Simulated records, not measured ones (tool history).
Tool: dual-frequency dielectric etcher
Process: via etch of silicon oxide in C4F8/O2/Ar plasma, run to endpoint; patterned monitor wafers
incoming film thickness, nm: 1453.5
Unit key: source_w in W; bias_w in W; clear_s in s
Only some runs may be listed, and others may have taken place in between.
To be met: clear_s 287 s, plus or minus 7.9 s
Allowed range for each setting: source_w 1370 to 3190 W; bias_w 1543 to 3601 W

run  hour  source_w  bias_w  clear_s
  1     0      2280    2572   241.27
  2   6.6      2200    2533   243.44
  3  15.2      2130    2474   246.99
  4  21.4      2060    2411   256.94
  5  29.9      2430    2411   240.18
  6  38.5      2430    2735   228.95
  7  46.4      2340    2673   237.24
  8  48.3      2250    2615   242.35
  9  52.5      2250    2615    240.4
 10  53.8      2180    2565   244.77

Next run, 4 choices. One meets every target within its allowed miss, the rest don't. Which?
  A  55.1      2030    2122        ?
  B  55.1      2320    3142        ?
  C  55.1      2170    1634        ?
  D  55.1      1760    2432        ?

move  clear_s
   A   268.94
   B   221.75
   C   287.65
   D   270.49
A: nearer the targets than the last run, but a result is still out of spec
B: misses by more than the last run did
C: every result lands within tolerance
D: nearer the targets than the last run, but a result is still out of spec
Move C is the one to make.

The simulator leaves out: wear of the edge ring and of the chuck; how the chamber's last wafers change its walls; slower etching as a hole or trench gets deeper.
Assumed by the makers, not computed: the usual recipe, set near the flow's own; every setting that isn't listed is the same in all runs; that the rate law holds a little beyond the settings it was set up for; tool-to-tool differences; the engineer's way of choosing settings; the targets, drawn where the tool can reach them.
